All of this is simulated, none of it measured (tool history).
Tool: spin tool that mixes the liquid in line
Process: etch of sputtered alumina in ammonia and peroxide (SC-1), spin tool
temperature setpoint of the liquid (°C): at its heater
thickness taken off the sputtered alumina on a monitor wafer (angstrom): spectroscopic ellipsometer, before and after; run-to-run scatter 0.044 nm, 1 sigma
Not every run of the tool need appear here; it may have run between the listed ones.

run	hour	temperature setpoint of the liquid (°C)	parts of 29 % ammonia solution to one part of 30 % peroxide (parts by volume)	time under the liquid (s)	thickness taken off the sputtered alumina on a monitor wafer (angstrom)
1	0.0	49.0	0.7	180	74.437
2	8.5	49.0	0.5	180	72.770
3	14.2	47.5	0.5	180	66.165
4	21.3	46.5	0.5	180	62.834
5	27.0	46.5	0.5	190	65.656
6	30.1	46.5	0.5	190	66.933
7	34.6	45.5	0.5	190	62.342

Predict the results of run 8:
8	37.6	39.5	0.5	190	?

{"run 8": {"thickness taken off the sputtered alumina on a monitor wafer (angstrom)": 44.356}}

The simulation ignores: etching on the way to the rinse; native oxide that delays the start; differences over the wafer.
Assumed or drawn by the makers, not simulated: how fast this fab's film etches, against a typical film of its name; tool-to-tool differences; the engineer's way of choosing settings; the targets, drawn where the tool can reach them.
